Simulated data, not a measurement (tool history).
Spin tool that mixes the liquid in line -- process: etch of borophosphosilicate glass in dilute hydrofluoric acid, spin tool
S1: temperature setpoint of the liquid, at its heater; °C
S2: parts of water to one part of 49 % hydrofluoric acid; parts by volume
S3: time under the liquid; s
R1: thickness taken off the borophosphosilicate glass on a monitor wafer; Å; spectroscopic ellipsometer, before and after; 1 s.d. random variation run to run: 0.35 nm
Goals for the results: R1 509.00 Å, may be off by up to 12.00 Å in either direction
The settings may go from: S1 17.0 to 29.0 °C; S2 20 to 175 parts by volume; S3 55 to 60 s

run,day,S1,S2,S3,R1
1,0.000,21.0,95,55,284.46
2,0.204,21.0,95,60,307.26
3,0.521,21.0,95,55,284.11
4,0.667,21.0,115,55,229.28
5,1.033,21.0,95,55,285.02
6,1.117,22.5,90,55,319.20
7,1.325,24.0,85,55,363.26
8,1.475,28.0,70,55,528.28

Next run, 4 choices. One meets every target within its allowed miss, the rest don't. Which?
A,1.625,29.0,80,55,?
B,1.625,29.0,75,60,?
C,1.625,28.0,75,55,?
D,1.625,27.0,70,55,?

move,R1
A,473.11
B,554.49
C,488.92
D,507.20
A: carries the result that was furthest off beyond its target, to the other side
B: misses by more than the last run did
C: carries the result that was furthest off beyond its target, to the other side
D: every result within its allowed miss
D meets every target.

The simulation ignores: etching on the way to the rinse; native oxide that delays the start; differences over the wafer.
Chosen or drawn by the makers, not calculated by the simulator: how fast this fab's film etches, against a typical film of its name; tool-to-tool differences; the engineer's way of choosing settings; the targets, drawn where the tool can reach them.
